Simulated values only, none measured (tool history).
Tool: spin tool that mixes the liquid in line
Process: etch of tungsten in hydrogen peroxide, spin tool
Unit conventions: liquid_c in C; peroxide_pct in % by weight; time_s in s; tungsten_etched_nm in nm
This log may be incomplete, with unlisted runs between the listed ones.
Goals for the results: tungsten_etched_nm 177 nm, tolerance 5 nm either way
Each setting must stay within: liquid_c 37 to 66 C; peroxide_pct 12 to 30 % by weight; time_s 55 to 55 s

run 1 hour=0 | liquid_c=53 peroxide_pct=23 time_s=55 | tungsten_etched_nm=115.21
run 2 hour=8.9 | liquid_c=54 peroxide_pct=23 time_s=55 | tungsten_etched_nm=122.28
run 3 hour=14.3 | liquid_c=54 peroxide_pct=20.5 time_s=55 | tungsten_etched_nm=115.75
run 4 hour=17.7 | liquid_c=51 peroxide_pct=20.5 time_s=55 | tungsten_etched_nm=95.625
run 5 hour=20.7 | liquid_c=51 peroxide_pct=20.5 time_s=55 | tungsten_etched_nm=98.284
run 6 hour=25.8 | liquid_c=51 peroxide_pct=20.5 time_s=55 | tungsten_etched_nm=96.762
run 7 hour=31.5 | liquid_c=59 peroxide_pct=21 time_s=55 | tungsten_etched_nm=156.43
run 8 hour=33.8 | liquid_c=59.5 peroxide_pct=21 time_s=55 | tungsten_etched_nm=160.54
run 9 hour=41.1 | liquid_c=60 peroxide_pct=21 time_s=55 | tungsten_etched_nm=166.79

Below are 4 possible settings for the next run. Only one of them brings all results inside the allowed miss of their targets. Which is it?
run A hour=48.4 | liquid_c=60 peroxide_pct=20.5 time_s=55 | tungsten_etched_nm=?
run B hour=48.4 | liquid_c=61 peroxide_pct=16 time_s=55 | tungsten_etched_nm=?
run C hour=48.4 | liquid_c=61 peroxide_pct=18 time_s=55 | tungsten_etched_nm=?
run D hour=48.4 | liquid_c=61.5 peroxide_pct=20.5 time_s=55 | tungsten_etched_nm=?

move=A tungsten_etched_nm=166.34
move=B tungsten_etched_nm=155.62
move=C tungsten_etched_nm=165.06
move=D tungsten_etched_nm=181.25
A: about the same distance from the targets as the last run
B: the biggest miss grows against the last run
C: the biggest miss grows against the last run
D: meets every target
Move D is the one to make.
